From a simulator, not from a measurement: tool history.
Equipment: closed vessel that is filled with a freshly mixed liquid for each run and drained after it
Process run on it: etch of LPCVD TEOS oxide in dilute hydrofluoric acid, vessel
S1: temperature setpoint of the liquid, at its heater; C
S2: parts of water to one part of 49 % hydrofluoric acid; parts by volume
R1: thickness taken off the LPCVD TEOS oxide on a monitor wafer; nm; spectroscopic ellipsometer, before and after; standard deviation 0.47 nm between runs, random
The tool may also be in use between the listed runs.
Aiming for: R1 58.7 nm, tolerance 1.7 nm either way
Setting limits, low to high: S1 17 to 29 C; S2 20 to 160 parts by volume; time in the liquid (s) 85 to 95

run 1 day=0 | S1=21 S2=90 time_in_the_liquid_(s)=85 | R1=36.184
run 2 day=0.196 | S1=18 S2=90 time_in_the_liquid_(s)=85 | R1=31.739
run 3 day=0.425 | S1=18 S2=65 time_in_the_liquid_(s)=85 | R1=45.286
run 4 day=0.458 | S1=19 S2=65 time_in_the_liquid_(s)=85 | R1=46.671
run 5 day=0.746 | S1=21 S2=65 time_in_the_liquid_(s)=85 | R1=51.718
run 6 day=0.938 | S1=21.5 S2=65 time_in_the_liquid_(s)=85 | R1=52.161
run 7 day=0.967 | S1=22 S2=65 time_in_the_liquid_(s)=85 | R1=52.3
run 8 day=1.042 | S1=22.5 S2=65 time_in_the_liquid_(s)=85 | R1=54.867
run 9 day=1.346 | S1=23.5 S2=65 time_in_the_liquid_(s)=85 | R1=56.903

Next run, 4 choices. One meets every target within its allowed miss, the rest don't. Which?
run A day=1.65 | S1=22 S2=70 time_in_the_liquid_(s)=95 | R1=?
run B day=1.65 | S1=23 S2=65 time_in_the_liquid_(s)=90 | R1=?
run C day=1.65 | S1=24 S2=70 time_in_the_liquid_(s)=85 | R1=?
run D day=1.65 | S1=26 S2=80 time_in_the_liquid_(s)=95 | R1=?

move=A R1=55.383
move=B R1=59.243
move=C R1=53.773
move=D R1=56.228
A: its largest miss is bigger than the last run's
B: in spec on every target
C: its largest miss is bigger than the last run's
D: its largest miss is bigger than the last run's
Move B is the one to make.
